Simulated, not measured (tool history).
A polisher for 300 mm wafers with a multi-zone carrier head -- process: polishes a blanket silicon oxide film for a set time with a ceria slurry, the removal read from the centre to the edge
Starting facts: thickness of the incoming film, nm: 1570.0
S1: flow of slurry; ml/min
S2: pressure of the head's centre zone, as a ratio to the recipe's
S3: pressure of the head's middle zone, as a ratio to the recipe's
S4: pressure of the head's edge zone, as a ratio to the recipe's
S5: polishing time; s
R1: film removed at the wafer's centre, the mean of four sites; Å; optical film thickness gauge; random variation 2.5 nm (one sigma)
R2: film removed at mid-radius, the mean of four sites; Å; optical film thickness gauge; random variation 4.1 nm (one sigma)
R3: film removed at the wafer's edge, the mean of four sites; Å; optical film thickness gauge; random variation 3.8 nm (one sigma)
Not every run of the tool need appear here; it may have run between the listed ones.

run,hour,S1,S2,S3,S4,S5,R1,R2,R3
1,0.0,125,1.00,1.00,1.00,42,1947.4,1944.0,2014.6
2,7.4,130,1.00,1.02,1.02,43,2010.9,2044.8,2037.0
3,13.1,130,1.00,1.02,1.02,54,2521.0,2493.5,2556.4
4,20.6,130,0.93,1.02,1.02,54,2430.5,2489.1,2494.9
5,25.6,130,0.88,1.02,1.02,54,2306.2,2496.2,2531.0
6,34.2,160,0.88,1.02,1.02,54,2449.8,2608.2,2642.5

What does the tool deliver on the next run?
7,34.8,165,0.88,1.02,1.02,54,?,?,?

Run 7 yielded R1 2460.2 Å, R2 2677.2 Å, R3 2626.3 Å.
